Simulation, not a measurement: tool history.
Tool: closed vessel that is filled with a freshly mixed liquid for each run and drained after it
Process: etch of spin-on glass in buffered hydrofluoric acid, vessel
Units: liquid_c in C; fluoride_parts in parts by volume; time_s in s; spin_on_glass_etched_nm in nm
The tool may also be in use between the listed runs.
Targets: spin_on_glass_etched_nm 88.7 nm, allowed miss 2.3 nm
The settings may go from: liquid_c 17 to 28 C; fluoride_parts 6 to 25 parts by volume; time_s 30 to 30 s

run  hour  liquid_c  fluoride_parts  time_s  spin_on_glass_etched_nm
  1     0        20            15.5      30                   58.457
  2   5.4      22.5            15.5      30                   67.329
  3   8.1        24            15.5      30                   72.747
  4    13        24            15.5      30                   72.739
  5  20.6        25            15.5      30                   76.925
  6  27.1        26            15.5      30                   81.685
  7  31.4      26.5            15.5      30                   83.157
  8  39.2        27            15.5      30                   85.469
  9  46.6        27            15.5      30                   86.239

4 next moves are on the table. One of them brings every result within its allowed miss. Which?
  A    54        27              16      30                        ?
  B    54        27              15      30                        ?
  C    54        28              17      30                        ?
  D    54        23              13      30                        ?

move  spin_on_glass_etched_nm
   A                   82.145
   B                   87.507
   C                   81.645
   D                   81.032
A: further off than the last run
B: meets every target
C: further off than the last run
D: further off than the last run
Move B is the one to make.

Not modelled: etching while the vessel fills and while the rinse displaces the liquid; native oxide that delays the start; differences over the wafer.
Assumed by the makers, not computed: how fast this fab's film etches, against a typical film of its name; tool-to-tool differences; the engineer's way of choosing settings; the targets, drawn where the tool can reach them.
